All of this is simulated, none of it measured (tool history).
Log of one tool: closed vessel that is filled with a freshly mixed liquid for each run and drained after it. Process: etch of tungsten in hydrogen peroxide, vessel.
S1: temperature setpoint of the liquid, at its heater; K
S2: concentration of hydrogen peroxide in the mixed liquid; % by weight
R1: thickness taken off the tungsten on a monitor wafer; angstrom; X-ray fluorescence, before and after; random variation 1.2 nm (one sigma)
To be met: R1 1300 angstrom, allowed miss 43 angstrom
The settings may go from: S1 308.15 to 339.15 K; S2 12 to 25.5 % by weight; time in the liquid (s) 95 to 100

{"run": 1, "day": 0.0, "S1": 324.15, "S2": 17.5, "time in the liquid (s)": 95, "R1": 1800.5}
{"run": 2, "day": 0.317, "S1": 324.15, "S2": 17.5, "time in the liquid (s)": 100, "R1": 1892.7}
{"run": 3, "day": 0.633, "S1": 322.65, "S2": 17.5, "time in the liquid (s)": 100, "R1": 1755.2}
{"run": 4, "day": 1.0, "S1": 321.65, "S2": 17.5, "time in the liquid (s)": 100, "R1": 1621.4}
{"run": 5, "day": 1.242, "S1": 321.65, "S2": 17.5, "time in the liquid (s)": 95, "R1": 1536.9}
{"run": 6, "day": 1.542, "S1": 321.65, "S2": 17.5, "time in the liquid (s)": 95, "R1": 1562}
{"run": 7, "day": 1.921, "S1": 321.65, "S2": 17.5, "time in the liquid (s)": 95, "R1": 1561.3}
{"run": 8, "day": 1.971, "S1": 320.65, "S2": 17.5, "time in the liquid (s)": 95, "R1": 1460.9}
{"run": 9, "day": 2.129, "S1": 320.65, "S2": 17.5, "time in the liquid (s)": 95, "R1": 1457.6}
{"run": 10, "day": 2.167, "S1": 320.15, "S2": 17.5, "time in the liquid (s)": 95, "R1": 1405.3}
{"run": 11, "day": 2.475, "S1": 319.65, "S2": 17.5, "time in the liquid (s)": 95, "R1": 1382.5}

5 next moves are on the table. One of them brings every result within its allowed miss. Which?
{"run": "A", "day": 2.783, "S1": 318.15, "S2": 19.5, "time in the liquid (s)": 95, "R1": "?"}
{"run": "B", "day": 2.783, "S1": 318.15, "S2": 20.5, "time in the liquid (s)": 100, "R1": "?"}
{"run": "C", "day": 2.783, "S1": 316.15, "S2": 20.5, "time in the liquid (s)": 95, "R1": "?"}
{"run": "D", "day": 2.783, "S1": 320.65, "S2": 17.5, "time in the liquid (s)": 95, "R1": "?"}
{"run": "E", "day": 2.783, "S1": 318.15, "S2": 23, "time in the liquid (s)": 95, "R1": "?"}

move=A R1=1321.1
move=B R1=1425.8
move=C R1=1194.8
move=D R1=1460.8
move=E R1=1434.8
A: meets every target
B: further off than the last run
C: takes the result that was furthest off past its target
D: further off than the last run
E: further off than the last run
Move A is the one to make.

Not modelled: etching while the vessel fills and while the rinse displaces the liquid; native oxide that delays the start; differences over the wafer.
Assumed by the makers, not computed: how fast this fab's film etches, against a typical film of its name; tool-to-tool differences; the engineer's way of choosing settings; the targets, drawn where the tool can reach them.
